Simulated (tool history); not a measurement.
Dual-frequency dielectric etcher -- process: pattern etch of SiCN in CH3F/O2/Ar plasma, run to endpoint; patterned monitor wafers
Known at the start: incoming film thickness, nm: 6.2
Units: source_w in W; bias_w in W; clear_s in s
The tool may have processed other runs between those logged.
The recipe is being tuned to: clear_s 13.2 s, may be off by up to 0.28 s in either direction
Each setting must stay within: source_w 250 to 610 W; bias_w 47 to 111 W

{"run": 1, "hour": 0.0, "source_w": 430, "bias_w": 79, "clear_s": 15.481}
{"run": 2, "hour": 8.8, "source_w": 470, "bias_w": 81, "clear_s": 15.111}
{"run": 3, "hour": 14.0, "source_w": 500, "bias_w": 86, "clear_s": 14.569}
{"run": 4, "hour": 16.3, "source_w": 440, "bias_w": 86, "clear_s": 15.186}
{"run": 5, "hour": 17.8, "source_w": 440, "bias_w": 72, "clear_s": 15.912}
{"run": 6, "hour": 19.9, "source_w": 480, "bias_w": 78, "clear_s": 15.042}
{"run": 7, "hour": 25.4, "source_w": 510, "bias_w": 81, "clear_s": 14.675}
{"run": 8, "hour": 31.0, "source_w": 530, "bias_w": 84, "clear_s": 14.431}
{"run": 9, "hour": 34.9, "source_w": 550, "bias_w": 87, "clear_s": 14.218}
{"run": 10, "hour": 40.7, "source_w": 570, "bias_w": 91, "clear_s": 13.747}
{"run": 11, "hour": 47.7, "source_w": 580, "bias_w": 92, "clear_s": 13.642}
{"run": 12, "hour": 48.8, "source_w": 590, "bias_w": 93, "clear_s": 13.549}

5 candidate next runs follow, results not yet known. Just one meets every target within its allowed miss. Identify it.
{"run": "A", "hour": 49.9, "source_w": 540, "bias_w": 99, "clear_s": "?"}
{"run": "B", "hour": 49.9, "source_w": 590, "bias_w": 102, "clear_s": "?"}
{"run": "C", "hour": 49.9, "source_w": 610, "bias_w": 109, "clear_s": "?"}
{"run": "D", "hour": 49.9, "source_w": 610, "bias_w": 85, "clear_s": "?"}
{"run": "E", "hour": 49.9, "source_w": 570, "bias_w": 89, "clear_s": "?"}

move=A clear_s=13.643
move=B clear_s=13.181
move=C clear_s=12.788
move=D clear_s=13.782
move=E clear_s=13.87
A: lands further from the targets than the last run did
B: meets every target
C: the result that was furthest off in the last run now lies on the other side of its target
D: lands further from the targets than the last run did
E: lands further from the targets than the last run did
Go with B: it meets all targets.

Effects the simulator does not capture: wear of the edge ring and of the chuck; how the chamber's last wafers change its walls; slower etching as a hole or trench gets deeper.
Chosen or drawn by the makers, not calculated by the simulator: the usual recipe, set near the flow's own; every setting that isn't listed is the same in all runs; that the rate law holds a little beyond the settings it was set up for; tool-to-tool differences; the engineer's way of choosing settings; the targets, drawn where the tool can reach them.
